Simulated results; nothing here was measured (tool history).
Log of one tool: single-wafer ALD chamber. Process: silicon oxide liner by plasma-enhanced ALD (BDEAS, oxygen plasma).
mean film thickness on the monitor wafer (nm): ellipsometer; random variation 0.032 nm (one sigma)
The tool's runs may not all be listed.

run	day	heater temperature setpoint (deg C)	number of ALD cycles (cycles)	mean film thickness on the monitor wafer (nm)
1	0	315	76	6.6096
2	0.329	315	79	6.8914
3	0.55	315	81	7.1091
4	0.883	315	82	7.1608
5	1.142	315	83	7.2087
6	1.221	315	85	7.4729

The next listed run, before its measurement:
7	1.262	315	86	?

mean film thickness on the monitor wafer (nm): 7.5362

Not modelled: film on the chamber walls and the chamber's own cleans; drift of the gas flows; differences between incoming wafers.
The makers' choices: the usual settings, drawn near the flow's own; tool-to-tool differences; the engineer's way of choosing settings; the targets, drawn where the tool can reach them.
